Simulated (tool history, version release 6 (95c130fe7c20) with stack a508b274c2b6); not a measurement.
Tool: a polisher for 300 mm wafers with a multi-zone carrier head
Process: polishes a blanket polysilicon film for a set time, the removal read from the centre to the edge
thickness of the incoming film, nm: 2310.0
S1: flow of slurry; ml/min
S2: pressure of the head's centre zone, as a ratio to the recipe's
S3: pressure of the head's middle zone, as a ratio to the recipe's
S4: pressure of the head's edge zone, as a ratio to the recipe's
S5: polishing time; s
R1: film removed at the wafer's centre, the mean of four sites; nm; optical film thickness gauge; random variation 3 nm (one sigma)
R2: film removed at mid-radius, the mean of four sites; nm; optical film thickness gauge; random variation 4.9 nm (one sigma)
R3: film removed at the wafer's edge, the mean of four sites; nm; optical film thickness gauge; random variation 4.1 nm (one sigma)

| run | day | S1 | S2 | S3 | S4 | S5 | R1 | R2 | R3 |
|---|---|---|---|---|---|---|---|---|---|
| 1 | 0 | 315 | 1 | 1 | 1 | 72 | 613.23 | 619.93 | 638.51 |
| 2 | 0.367 | 315 | 1.01 | 0.96 | 0.98 | 66 | 570.86 | 532.8 | 571.95 |
| 3 | 0.492 | 315 | 1.01 | 0.96 | 0.91 | 66 | 567.35 | 530.76 | 552.02 |
| 4 | 0.612 | 310 | 1 | 0.93 | 0.89 | 63 | 536.48 | 500.55 | 525.3 |
| 5 | 0.829 | 310 | 1 | 0.9 | 0.89 | 60 | 513.83 | 462.62 | 495.88 |
| 6 | 1.071 | 340 | 1 | 0.9 | 0.89 | 60 | 517.03 | 457.7 | 510.45 |
| 7 | 1.112 | 335 | 1 | 0.88 | 0.88 | 58 | 498.81 | 449.2 | 497.51 |
| 8 | 1.421 | 335 | 1.01 | 0.86 | 0.87 | 56 | 483.88 | 416.45 | 459.44 |

The next listed run, before its measurement:
| 9 | 1.55 | 285 | 0.99 | 0.81 | 0.88 | 54 | ? | ? | ? |

R1: 453.51 nm
R2: 381.49 nm
R3: 451.95 nm
